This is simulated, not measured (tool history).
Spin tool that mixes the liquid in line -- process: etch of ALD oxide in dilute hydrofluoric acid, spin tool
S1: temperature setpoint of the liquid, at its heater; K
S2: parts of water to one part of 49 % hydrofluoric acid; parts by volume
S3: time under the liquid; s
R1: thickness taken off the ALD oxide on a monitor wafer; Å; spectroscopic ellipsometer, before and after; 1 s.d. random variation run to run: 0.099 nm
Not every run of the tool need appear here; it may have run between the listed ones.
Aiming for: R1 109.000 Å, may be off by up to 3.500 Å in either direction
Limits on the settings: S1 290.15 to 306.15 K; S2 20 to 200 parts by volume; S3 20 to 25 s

Run 1, hour 0.0: S1 298.15 K, S2 110 parts by volume, S3 25 s. Result: R1 43.840 Å.
Run 2, hour 4.1: S1 298.15 K, S2 85 parts by volume, S3 25 s. Result: R1 58.511 Å.
Run 3, hour 12.6: S1 295.15 K, S2 85 parts by volume, S3 25 s. Result: R1 52.815 Å.
Run 4, hour 18.4: S1 295.15 K, S2 85 parts by volume, S3 20 s. Result: R1 42.341 Å.
Run 5, hour 25.3: S1 297.65 K, S2 75 parts by volume, S3 20 s. Result: R1 53.318 Å.
Run 6, hour 30.5: S1 299.65 K, S2 65 parts by volume, S3 20 s. Result: R1 67.270 Å.
Run 7, hour 32.1: S1 299.65 K, S2 65 parts by volume, S3 20 s. Result: R1 66.530 Å.
Run 8, hour 35.8: S1 301.15 K, S2 60 parts by volume, S3 20 s. Result: R1 77.424 Å.
Run 9, hour 42.8: S1 302.15 K, S2 60 parts by volume, S3 20 s. Result: R1 82.111 Å.
Run 10, hour 48.8: S1 303.15 K, S2 60 parts by volume, S3 20 s. Result: R1 84.626 Å.
Run 11, hour 56.5: S1 303.65 K, S2 55 parts by volume, S3 20 s. Result: R1 95.138 Å.
Run 12, hour 62.7: S1 303.65 K, S2 55 parts by volume, S3 20 s. Result: R1 94.008 Å.
Run 13, hour 65.5: S1 304.15 K, S2 55 parts by volume, S3 20 s. Result: R1 97.413 Å.
Run 14, hour 69.0: S1 304.65 K, S2 55 parts by volume, S3 20 s. Result: R1 98.966 Å.
Run 15, hour 72.5: S1 305.15 K, S2 55 parts by volume, S3 20 s. Result: R1 99.591 Å.
Run 16, hour 74.7: S1 305.65 K, S2 55 parts by volume, S3 20 s. Result: R1 100.450 Å.
Run 17, hour 80.3: S1 306.15 K, S2 50 parts by volume, S3 20 s. Result: R1 114.950 Å.
Run 18, hour 82.5: S1 305.65 K, S2 50 parts by volume, S3 20 s. Result: R1 112.840 Å.

Exactly one of the 4 candidate moves below puts every result within its allowed miss. Which one?
Run A, hour 84.7: S1 306.15 K, S2 65 parts by volume, S3 25 s. Result: R1 ?.
Run B, hour 84.7: S1 305.15 K, S2 55 parts by volume, S3 20 s. Result: R1 ?.
Run C, hour 84.7: S1 306.15 K, S2 50 parts by volume, S3 20 s. Result: R1 ?.
Run D, hour 84.7: S1 306.15 K, S2 60 parts by volume, S3 25 s. Result: R1 ?.

move       R1
   A  108.250
   B  100.120
   C  115.370
   D  118.230
A: hits every target within its allowed miss
B: carries the result that was furthest off beyond its target, to the other side
C: lands further from the targets than the last run did
D: lands further from the targets than the last run did
A meets every target.

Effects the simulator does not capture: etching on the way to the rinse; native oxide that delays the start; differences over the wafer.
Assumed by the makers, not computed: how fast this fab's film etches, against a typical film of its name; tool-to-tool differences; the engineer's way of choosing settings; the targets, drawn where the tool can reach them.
